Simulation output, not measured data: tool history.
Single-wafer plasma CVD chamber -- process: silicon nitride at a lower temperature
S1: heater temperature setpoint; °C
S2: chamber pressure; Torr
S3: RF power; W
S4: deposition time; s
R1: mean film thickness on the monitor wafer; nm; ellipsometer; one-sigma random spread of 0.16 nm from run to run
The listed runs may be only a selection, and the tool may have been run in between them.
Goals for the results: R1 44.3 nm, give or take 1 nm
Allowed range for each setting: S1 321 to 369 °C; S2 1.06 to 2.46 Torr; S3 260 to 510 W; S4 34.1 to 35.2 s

Run 1, hour 0: S1 345 °C, S2 1.76 Torr, S3 385 W, S4 34.1 s. Result: R1 49.335 nm.
Run 2, hour 5.8: S1 345 °C, S2 1.7 Torr, S3 380 W, S4 34.1 s. Result: R1 48.193 nm.
Run 3, hour 14.4: S1 345 °C, S2 1.65 Torr, S3 380 W, S4 34.1 s. Result: R1 47.608 nm.
Run 4, hour 20.8: S1 345 °C, S2 1.61 Torr, S3 380 W, S4 34.1 s. Result: R1 47.3 nm.
Run 5, hour 24.8: S1 336 °C, S2 1.61 Torr, S3 380 W, S4 34.1 s. Result: R1 47.718 nm.
Run 6, hour 28.2: S1 336 °C, S2 1.61 Torr, S3 430 W, S4 34.1 s. Result: R1 52.449 nm.
Run 7, hour 30: S1 336 °C, S2 1.55 Torr, S3 425 W, S4 34.1 s. Result: R1 51.37 nm.
Run 8, hour 37: S1 336 °C, S2 1.49 Torr, S3 420 W, S4 34.1 s. Result: R1 49.794 nm.
Run 9, hour 43.7: S1 336 °C, S2 1.14 Torr, S3 390 W, S4 34.1 s. Result: R1 41.866 nm.

Exercise: of the 4 proposed moves below, exactly one satisfies all targets within the stated allowed misses. Which move is it?
Run A, hour 50.4: S1 335 °C, S2 1.13 Torr, S3 400 W, S4 34.1 s. Result: R1 ?.
Run B, hour 50.4: S1 331 °C, S2 1.16 Torr, S3 415 W, S4 34.1 s. Result: R1 ?.
Run C, hour 50.4: S1 329 °C, S2 1.1 Torr, S3 380 W, S4 34.1 s. Result: R1 ?.
Run D, hour 50.4: S1 329 °C, S2 1.23 Torr, S3 345 W, S4 34.8 s. Result: R1 ?.

move      R1
   A  42.688
   B  44.607
   C   40.39
   D  39.959
A: closes in on the targets versus the last run, not all within tolerance yet
B: all results land within tolerance of their targets
C: the biggest miss grows against the last run
D: the biggest miss grows against the last run
So the answer is move B, the one that meets all the targets.

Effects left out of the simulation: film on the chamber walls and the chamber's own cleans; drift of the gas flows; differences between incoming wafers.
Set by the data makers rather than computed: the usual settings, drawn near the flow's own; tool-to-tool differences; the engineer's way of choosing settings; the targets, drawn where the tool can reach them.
